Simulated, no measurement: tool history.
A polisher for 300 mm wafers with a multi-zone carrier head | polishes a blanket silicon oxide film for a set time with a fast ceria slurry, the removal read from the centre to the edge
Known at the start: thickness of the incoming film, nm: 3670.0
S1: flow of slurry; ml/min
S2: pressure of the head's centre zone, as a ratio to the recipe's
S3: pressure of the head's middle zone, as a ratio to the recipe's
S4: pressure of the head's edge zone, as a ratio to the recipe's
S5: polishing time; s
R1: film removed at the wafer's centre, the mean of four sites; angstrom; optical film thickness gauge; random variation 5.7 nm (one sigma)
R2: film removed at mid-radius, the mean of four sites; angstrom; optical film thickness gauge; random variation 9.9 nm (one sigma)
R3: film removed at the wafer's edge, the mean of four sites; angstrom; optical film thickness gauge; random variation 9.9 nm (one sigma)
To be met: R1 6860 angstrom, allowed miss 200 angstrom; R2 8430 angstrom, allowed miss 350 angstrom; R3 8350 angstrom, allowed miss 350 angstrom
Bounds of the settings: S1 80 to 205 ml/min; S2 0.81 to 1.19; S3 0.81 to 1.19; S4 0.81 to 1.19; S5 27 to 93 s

run 1 hour=0 | S1=135 S2=1 S3=1 S4=1 S5=59 | R1=6477.5 R2=6246.5 R3=6590.7
run 2 hour=5 | S1=135 S2=1 S3=1 S4=1 S5=64 | R1=7022.9 R2=6879.8 R3=6975.1
run 3 hour=13.1 | S1=115 S2=1 S3=1 S4=1 S5=64 | R1=6811.6 R2=6622.2 R3=7145.8
run 4 hour=16.2 | S1=115 S2=1 S3=1 S4=1.03 S5=64 | R1=6899.3 R2=6555.5 R3=7135.9
run 5 hour=20.3 | S1=110 S2=0.97 S3=1.03 S4=1.04 S5=66 | R1=6758.2 R2=6877.7 R3=7393.4
run 6 hour=21 | S1=110 S2=1.05 S3=1.03 S4=1.04 S5=66 | R1=7328.8 R2=6916.4 R3=7398.6
run 7 hour=22 | S1=110 S2=1.02 S3=1.06 S4=1.05 S5=67 | R1=7224.7 R2=7106.7 R3=7533.9
run 8 hour=24.5 | S1=110 S2=1.02 S3=1.06 S4=1.05 S5=67 | R1=7111.3 R2=7137.7 R3=7372.4
run 9 hour=26.6 | S1=110 S2=0.99 S3=1.08 S4=1.06 S5=69 | R1=7152.3 R2=7450.2 R3=7743.2
run 10 hour=33.3 | S1=110 S2=0.99 S3=1.08 S4=1.06 S5=69 | R1=7242.3 R2=7406.3 R3=7704.5
run 11 hour=37.2 | S1=110 S2=0.99 S3=1.08 S4=1.06 S5=69 | R1=7269.7 R2=7307.5 R3=7676.9

Which of these 4 next moves meets every target?
run A hour=41.1 | S1=90 S2=0.82 S3=1.05 S4=1.07 S5=77 | R1=? R2=? R3=?
run B hour=41.1 | S1=105 S2=0.9 S3=1.19 S4=1.15 S5=74 | R1=? R2=? R3=?
run C hour=41.1 | S1=125 S2=0.94 S3=1.14 S4=1.04 S5=67 | R1=? R2=? R3=?
run D hour=41.1 | S1=150 S2=0.84 S3=1.19 S4=0.93 S5=69 | R1=? R2=? R3=?

move=A R1=6292.7 R2=7797.3 R3=8333.1
move=B R1=6966.4 R2=8400.5 R3=8527.5
move=C R1=6897.9 R2=7715.4 R3=7549.1
move=D R1=6607.9 R2=8459.2 R3=7556.5
A: nearer than the last run, and not there yet
B: meets every target
C: nearer than the last run, and not there yet
D: brings the result that was furthest off to its target, and leaves another outside
Move B is the one to make.

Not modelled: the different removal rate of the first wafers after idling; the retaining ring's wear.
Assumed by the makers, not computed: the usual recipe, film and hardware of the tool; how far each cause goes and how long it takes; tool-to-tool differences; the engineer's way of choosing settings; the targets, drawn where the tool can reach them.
